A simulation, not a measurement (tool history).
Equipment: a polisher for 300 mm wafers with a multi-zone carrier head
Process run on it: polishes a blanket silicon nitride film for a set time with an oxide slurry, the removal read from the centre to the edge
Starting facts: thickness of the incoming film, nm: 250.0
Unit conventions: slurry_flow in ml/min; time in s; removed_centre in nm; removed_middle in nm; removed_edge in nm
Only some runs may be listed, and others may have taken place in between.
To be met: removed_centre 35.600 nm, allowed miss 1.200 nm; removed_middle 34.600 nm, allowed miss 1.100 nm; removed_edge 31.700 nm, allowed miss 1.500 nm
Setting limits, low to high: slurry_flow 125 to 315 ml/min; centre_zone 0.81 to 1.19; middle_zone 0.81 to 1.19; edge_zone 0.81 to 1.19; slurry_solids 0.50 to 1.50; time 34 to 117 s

| run | hour | slurry_flow | centre_zone | middle_zone | edge_zone | slurry_solids | time | removed_centre | removed_middle | removed_edge |
|---|---|---|---|---|---|---|---|---|---|---|
| 1 | 0.0 | 205 | 1.00 | 1.00 | 1.00 | 1.00 | 75 | 43.429 | 43.634 | 43.379 |
| 2 | 3.2 | 205 | 1.00 | 1.00 | 0.98 | 0.95 | 75 | 42.755 | 43.129 | 42.118 |
| 3 | 6.9 | 205 | 1.00 | 1.00 | 0.98 | 0.80 | 75 | 39.639 | 39.156 | 38.605 |
| 4 | 7.8 | 205 | 1.00 | 1.00 | 0.96 | 0.80 | 75 | 39.191 | 39.240 | 37.376 |
| 5 | 9.4 | 200 | 1.00 | 0.99 | 0.95 | 0.80 | 75 | 39.787 | 38.892 | 37.311 |
| 6 | 15.8 | 195 | 0.99 | 0.98 | 0.94 | 0.80 | 75 | 38.849 | 39.278 | 37.781 |
| 7 | 21.9 | 195 | 0.99 | 0.98 | 0.93 | 0.75 | 75 | 38.407 | 37.091 | 36.047 |
| 8 | 28.6 | 195 | 0.99 | 0.98 | 0.92 | 0.75 | 75 | 38.291 | 37.524 | 35.597 |
| 9 | 37.0 | 195 | 0.99 | 0.98 | 0.91 | 0.75 | 75 | 37.835 | 36.719 | 36.281 |
| 10 | 44.5 | 195 | 0.99 | 0.99 | 0.91 | 0.75 | 75 | 37.596 | 37.545 | 35.201 |
| 11 | 51.9 | 165 | 1.01 | 0.98 | 0.81 | 0.60 | 75 | 33.592 | 32.700 | 29.756 |

Which single option among these 4 for the next run brings every result within its allowed miss of target? Just one does.
| A | 59.3 | 160 | 1.04 | 1.01 | 0.81 | 0.65 | 69 | ? | ? | ? |
| B | 59.3 | 150 | 1.02 | 1.06 | 0.81 | 0.55 | 75 | ? | ? | ? |
| C | 59.3 | 160 | 0.98 | 1.02 | 0.81 | 0.70 | 70 | ? | ? | ? |
| D | 59.3 | 150 | 1.06 | 1.03 | 0.90 | 0.95 | 61 | ? | ? | ? |

| move | removed_centre | removed_middle | removed_edge |
|---|---|---|---|
| A | 33.166 | 32.473 | 28.499 |
| B | 32.124 | 33.441 | 28.205 |
| C | 32.902 | 34.497 | 30.010 |
| D | 35.523 | 34.712 | 31.471 |
A: further off than the last run
B: further off than the last run
C: brings the result that was furthest off to its target, and leaves another outside
D: in spec on every target
Go with D: it meets all targets.
